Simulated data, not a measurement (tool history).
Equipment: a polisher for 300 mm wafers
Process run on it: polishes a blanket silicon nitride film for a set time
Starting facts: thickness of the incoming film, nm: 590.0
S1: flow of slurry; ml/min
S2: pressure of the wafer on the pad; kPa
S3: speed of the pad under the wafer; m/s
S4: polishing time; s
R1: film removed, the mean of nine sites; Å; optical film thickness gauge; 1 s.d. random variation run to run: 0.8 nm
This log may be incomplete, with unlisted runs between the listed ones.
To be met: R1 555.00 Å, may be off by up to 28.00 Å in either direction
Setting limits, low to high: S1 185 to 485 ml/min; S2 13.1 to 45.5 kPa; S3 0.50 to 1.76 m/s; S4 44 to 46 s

run,hour,S1,S2,S3,S4,R1
1,0.0,310,29.0,1.12,44,819.11
2,5.3,310,31.7,1.12,44,877.27
3,10.5,310,31.7,1.24,44,952.32
4,11.2,310,28.3,1.22,44,832.43
5,13.4,310,25.5,1.20,44,764.64
6,21.3,310,23.4,1.18,44,678.34
7,24.1,310,23.4,1.18,44,694.96
8,25.7,310,22.1,1.18,44,645.63
9,31.9,310,21.4,1.18,44,634.20
10,34.4,310,20.7,1.18,44,599.46
11,39.6,310,20.0,1.18,44,584.94

Of the 4 settings listed for the next run, only one would bring every result within its allowed miss of target. Which one?
A,44.8,415,18.6,1.14,44,?
B,44.8,200,17.2,1.48,46,?
C,44.8,285,20.0,1.20,46,?
D,44.8,325,18.6,1.32,45,?

move,R1
A,560.35
B,623.94
C,633.85
D,632.59
A: every result lands within tolerance
B: moves away from the targets compared with the last run
C: moves away from the targets compared with the last run
D: moves away from the targets compared with the last run
The right move is A.
